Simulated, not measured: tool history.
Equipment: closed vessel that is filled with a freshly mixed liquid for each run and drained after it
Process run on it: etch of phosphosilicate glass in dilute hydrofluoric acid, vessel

run	hour	temperature setpoint of the liquid (C)	parts of water to one part of 49 % hydrofluoric acid (parts by volume)	time in the liquid (s)	thickness taken off the phosphosilicate glass on a monitor wafer (nm)
1	0	25	85	30	42.734
2	5.8	25	85	30	42.872
3	14.7	26	80	30	47.686
4	19.5	23.5	80	30	42.191
5	21.2	25	75	30	49.927
6	25.7	22	75	30	43.403
7	32.8	22	75	30	43.911
8	40.8	23.5	70	30	50.762

Expected results for the next run?
# hour 49.7: hydrofluoric acid flow meter replaced
9	49.7	25	65	30	?

{"run 9": {"thickness taken off the phosphosilicate glass on a monitor wafer (nm)": 62.074}}
